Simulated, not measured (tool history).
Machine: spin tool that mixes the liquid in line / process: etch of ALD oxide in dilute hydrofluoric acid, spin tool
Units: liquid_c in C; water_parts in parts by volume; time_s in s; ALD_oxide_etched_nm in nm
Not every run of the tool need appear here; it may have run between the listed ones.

run	day	liquid_c	water_parts	time_s	ALD_oxide_etched_nm
1	0	22	205	75	3.4949
2	0.092	23.5	205	75	3.7169
3	0.192	23.5	260	75	2.7743
4	0.212	25	250	75	3.0948
5	0.388	25	220	75	3.6428
6	0.625	23.5	220	75	3.4039
7	0.662	23.5	220	75	3.3486

For run 8, what comes out?
8	1.017	25	220	75	?

Run 8 came out at ALD_oxide_etched_nm 3.6276 nm.

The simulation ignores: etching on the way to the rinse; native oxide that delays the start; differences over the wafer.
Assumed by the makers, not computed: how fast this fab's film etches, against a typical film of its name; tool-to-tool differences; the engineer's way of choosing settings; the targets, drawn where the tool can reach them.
